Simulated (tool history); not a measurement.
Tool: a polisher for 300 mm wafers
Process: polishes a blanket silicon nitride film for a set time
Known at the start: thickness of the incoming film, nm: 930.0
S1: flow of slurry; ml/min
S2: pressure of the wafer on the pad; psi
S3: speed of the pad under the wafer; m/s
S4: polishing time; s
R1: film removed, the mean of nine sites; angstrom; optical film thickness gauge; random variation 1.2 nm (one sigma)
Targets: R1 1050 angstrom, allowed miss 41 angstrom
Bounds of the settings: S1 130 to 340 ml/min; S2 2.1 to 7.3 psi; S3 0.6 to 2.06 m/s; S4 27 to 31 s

| run | day | S1 | S2 | S3 | S4 | R1 |
|---|---|---|---|---|---|---|
| 1 | 0 | 220 | 4.7 | 1.32 | 31 | 801.07 |
| 2 | 0.212 | 220 | 4.8 | 1.32 | 31 | 816.31 |
| 3 | 0.55 | 220 | 4.9 | 1.32 | 31 | 829.68 |
| 4 | 0.758 | 220 | 5 | 1.32 | 31 | 820.6 |
| 5 | 0.879 | 220 | 5 | 1.32 | 27 | 741.01 |
| 6 | 1.204 | 220 | 5 | 1.32 | 27 | 719.56 |
| 7 | 1.354 | 220 | 5.2 | 1.34 | 27 | 755.92 |
| 8 | 1.712 | 220 | 5.2 | 1.34 | 27 | 750.19 |
| 9 | 1.992 | 220 | 5.4 | 1.36 | 27 | 769.97 |
| 10 | 2.208 | 220 | 5.6 | 1.4 | 27 | 821.87 |
| 11 | 2.412 | 225 | 6.9 | 1.42 | 27 | 957.58 |

5 next moves are on the table. One of them brings every result within its allowed miss. Which?
| A | 2.617 | 260 | 6.8 | 1.18 | 27 | ? |
| B | 2.617 | 130 | 7.2 | 1.34 | 29 | ? |
| C | 2.617 | 260 | 7.1 | 1.06 | 28 | ? |
| D | 2.617 | 235 | 7.3 | 1.5 | 29 | ? |
| E | 2.617 | 245 | 6.7 | 1.42 | 30 | ? |

| move | R1 |
|---|---|
| A | 853.63 |
| B | 942.31 |
| C | 839.15 |
| D | 1158 |
| E | 1080.5 |
A: further off than the last run
B: further off than the last run
C: further off than the last run
D: takes the result that was furthest off past its target
E: meets every target
The right move is E.
